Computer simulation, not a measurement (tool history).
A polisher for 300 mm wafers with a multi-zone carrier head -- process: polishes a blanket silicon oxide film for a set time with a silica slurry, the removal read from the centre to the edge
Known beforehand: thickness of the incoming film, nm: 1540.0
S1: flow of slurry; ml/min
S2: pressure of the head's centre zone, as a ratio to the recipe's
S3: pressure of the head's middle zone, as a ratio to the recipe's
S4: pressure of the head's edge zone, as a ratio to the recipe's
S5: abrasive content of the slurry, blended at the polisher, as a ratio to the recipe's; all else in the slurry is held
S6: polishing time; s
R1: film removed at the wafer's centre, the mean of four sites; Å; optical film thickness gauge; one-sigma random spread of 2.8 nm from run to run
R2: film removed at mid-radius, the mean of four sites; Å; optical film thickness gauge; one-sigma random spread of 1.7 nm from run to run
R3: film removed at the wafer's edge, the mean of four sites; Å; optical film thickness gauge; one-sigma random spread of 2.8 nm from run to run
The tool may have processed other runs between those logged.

run	day	S1	S2	S3	S4	S5	S6	R1	R2	R3
1	0.000	300	1.00	1.00	1.00	1.00	62	1947.9	1927.9	2011.8
2	0.042	300	0.96	1.00	1.00	1.00	62	1858.6	1922.2	2013.5
3	0.404	300	0.97	1.00	1.02	1.05	62	1946.9	1976.4	2079.3
4	0.567	300	0.97	1.00	0.94	1.05	62	1931.6	2014.4	2014.6
5	0.754	335	0.97	1.00	0.94	1.05	62	1962.5	1999.6	2033.6
6	0.879	335	0.97	1.00	0.94	1.15	62	2013.7	2076.9	2076.9
7	0.917	340	0.98	1.00	0.96	1.20	63	2109.8	2168.8	2158.4

Run 8 comes next. What will it give?
8	1.175	340	0.98	0.99	0.98	1.25	64	?	?	?

Run 8 yielded R1 2161.2 Å, R2 2209.6 Å, R3 2330.0 Å.
